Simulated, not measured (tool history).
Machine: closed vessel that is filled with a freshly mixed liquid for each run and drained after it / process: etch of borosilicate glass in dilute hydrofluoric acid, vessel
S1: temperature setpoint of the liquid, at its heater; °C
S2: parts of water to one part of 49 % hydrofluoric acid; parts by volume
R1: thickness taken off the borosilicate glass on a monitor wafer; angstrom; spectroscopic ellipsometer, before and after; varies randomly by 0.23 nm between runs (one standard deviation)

Run 1, hour 0.0: S1 23.0 °C, S2 115 parts by volume, time in the liquid (s) 100. Result: R1 245.31 angstrom.
Run 2, hour 9.1: S1 23.0 °C, S2 115 parts by volume, time in the liquid (s) 110. Result: R1 272.91 angstrom.
Run 3, hour 11.6: S1 23.0 °C, S2 135 parts by volume, time in the liquid (s) 110. Result: R1 224.54 angstrom.
Run 4, hour 13.4: S1 20.5 °C, S2 135 parts by volume, time in the liquid (s) 110. Result: R1 204.85 angstrom.
Run 5, hour 16.4: S1 23.5 °C, S2 125 parts by volume, time in the liquid (s) 110. Result: R1 251.71 angstrom.
Run 6, hour 24.2: S1 23.5 °C, S2 105 parts by volume, time in the liquid (s) 110. Result: R1 309.92 angstrom.

For run 7, what comes out?
Run 7, hour 32.1: S1 25.5 °C, S2 105 parts by volume, time in the liquid (s) 110. Result: R1 ?.

{"run 7": {"R1": 335.48}}
